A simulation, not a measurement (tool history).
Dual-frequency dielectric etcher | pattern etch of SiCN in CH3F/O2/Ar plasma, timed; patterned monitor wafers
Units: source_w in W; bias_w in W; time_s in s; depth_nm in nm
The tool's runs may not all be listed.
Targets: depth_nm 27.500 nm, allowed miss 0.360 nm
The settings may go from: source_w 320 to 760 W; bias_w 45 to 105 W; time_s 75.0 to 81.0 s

{"run": 1, "day": 0.0, "source_w": 540, "bias_w": 75, "time_s": 81.0, "depth_nm": 33.923}
{"run": 2, "day": 0.225, "source_w": 470, "bias_w": 70, "time_s": 81.0, "depth_nm": 30.736}
{"run": 3, "day": 0.317, "source_w": 510, "bias_w": 70, "time_s": 81.0, "depth_nm": 31.897}
{"run": 4, "day": 0.438, "source_w": 460, "bias_w": 70, "time_s": 81.0, "depth_nm": 30.51}
{"run": 5, "day": 0.683, "source_w": 550, "bias_w": 70, "time_s": 81.0, "depth_nm": 33.031}
{"run": 6, "day": 0.867, "source_w": 480, "bias_w": 69, "time_s": 81.0, "depth_nm": 30.862}
{"run": 7, "day": 0.946, "source_w": 440, "bias_w": 69, "time_s": 81.0, "depth_nm": 29.54}
{"run": 8, "day": 0.971, "source_w": 420, "bias_w": 69, "time_s": 81.0, "depth_nm": 29.059}
{"day": 1.233, "done": "wet clean of the chamber"}
{"run": 9, "day": 1.233, "source_w": 400, "bias_w": 69, "time_s": 81.0, "depth_nm": 29.445}
{"run": 10, "day": 1.35, "source_w": 340, "bias_w": 57, "time_s": 80.5, "depth_nm": 24.063}

Which of these 4 next moves meets every target?
{"run": "A", "day": 1.467, "source_w": 430, "bias_w": 68, "time_s": 76.0, "depth_nm": "?"}
{"run": "B", "day": 1.467, "source_w": 360, "bias_w": 72, "time_s": 80.0, "depth_nm": "?"}
{"run": "C", "day": 1.467, "source_w": 530, "bias_w": 51, "time_s": 78.5, "depth_nm": "?"}
{"run": "D", "day": 1.467, "source_w": 430, "bias_w": 65, "time_s": 78.5, "depth_nm": "?"}

move=A depth_nm=28.294
move=B depth_nm=28.236
move=C depth_nm=27.414
move=D depth_nm=28.506
A: takes the result that was furthest off past its target
B: takes the result that was furthest off past its target
C: meets every target
D: takes the result that was furthest off past its target
The right move is C.
